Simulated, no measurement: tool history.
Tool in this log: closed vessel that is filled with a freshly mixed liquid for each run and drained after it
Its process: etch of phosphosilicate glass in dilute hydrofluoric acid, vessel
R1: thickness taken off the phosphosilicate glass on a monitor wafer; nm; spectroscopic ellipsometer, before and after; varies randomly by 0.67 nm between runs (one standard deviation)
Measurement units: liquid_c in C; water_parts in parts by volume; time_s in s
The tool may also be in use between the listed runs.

{"run": 1, "day": 0.0, "liquid_c": 24.0, "water_parts": 45, "time_s": 90, "R1": 269.59}
{"run": 2, "day": 0.367, "liquid_c": 24.0, "water_parts": 55, "time_s": 90, "R1": 220.18}
{"run": 3, "day": 0.738, "liquid_c": 24.0, "water_parts": 55, "time_s": 95, "R1": 231.44}
{"run": 4, "day": 1.108, "liquid_c": 22.0, "water_parts": 55, "time_s": 95, "R1": 211.75}
{"run": 5, "day": 1.392, "liquid_c": 25.5, "water_parts": 55, "time_s": 95, "R1": 248.0}
{"run": 6, "day": 1.667, "liquid_c": 25.5, "water_parts": 55, "time_s": 95, "R1": 246.94}
{"run": 7, "day": 1.892, "liquid_c": 23.0, "water_parts": 55, "time_s": 95, "R1": 221.26}
{"run": 8, "day": 1.917, "liquid_c": 21.5, "water_parts": 55, "time_s": 95, "R1": 208.76}
{"run": 9, "day": 1.942, "liquid_c": 20.0, "water_parts": 55, "time_s": 95, "R1": 196.6}
{"run": 10, "day": 2.117, "liquid_c": 19.0, "water_parts": 55, "time_s": 95, "R1": 186.13}
{"run": 11, "day": 2.267, "liquid_c": 18.5, "water_parts": 55, "time_s": 95, "R1": 183.07}
{"run": 12, "day": 2.538, "liquid_c": 18.0, "water_parts": 55, "time_s": 95, "R1": 180.1}
{"run": 13, "day": 2.879, "liquid_c": 17.5, "water_parts": 55, "time_s": 95, "R1": 177.28}

Run 14 is up next; what results do you expect?
{"run": 14, "day": 2.979, "liquid_c": 17.0, "water_parts": 55, "time_s": 95, "R1": "?"}

{"run 14": {"R1": 172.76}}
